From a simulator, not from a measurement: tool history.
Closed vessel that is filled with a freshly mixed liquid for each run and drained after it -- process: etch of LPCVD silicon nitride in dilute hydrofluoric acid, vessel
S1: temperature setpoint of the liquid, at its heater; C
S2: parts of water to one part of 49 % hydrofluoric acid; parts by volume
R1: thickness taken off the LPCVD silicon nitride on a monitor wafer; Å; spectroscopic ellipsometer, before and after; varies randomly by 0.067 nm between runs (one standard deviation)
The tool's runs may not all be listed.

{"run": 1, "day": 0.0, "S1": 26, "S2": 95, "time in the liquid (s)": 3035, "R1": 167.31}
{"run": 2, "day": 0.071, "S1": 26, "S2": 80, "time in the liquid (s)": 3035, "R1": 198.37}
{"run": 3, "day": 0.4, "S1": 24.5, "S2": 80, "time in the liquid (s)": 3035, "R1": 180.17}
{"run": 4, "day": 0.762, "S1": 23.5, "S2": 80, "time in the liquid (s)": 3035, "R1": 168.6}
{"run": 5, "day": 0.954, "S1": 23.5, "S2": 65, "time in the liquid (s)": 3035, "R1": 205.31}
{"run": 6, "day": 1.325, "S1": 22, "S2": 65, "time in the liquid (s)": 3035, "R1": 186.66}

Estimate the outcome of run 7 from the log above:
{"run": 7, "day": 1.558, "S1": 18, "S2": 75, "time in the liquid (s)": 3035, "R1": "?"}

Logged for run 7: R1 121.98 Å.
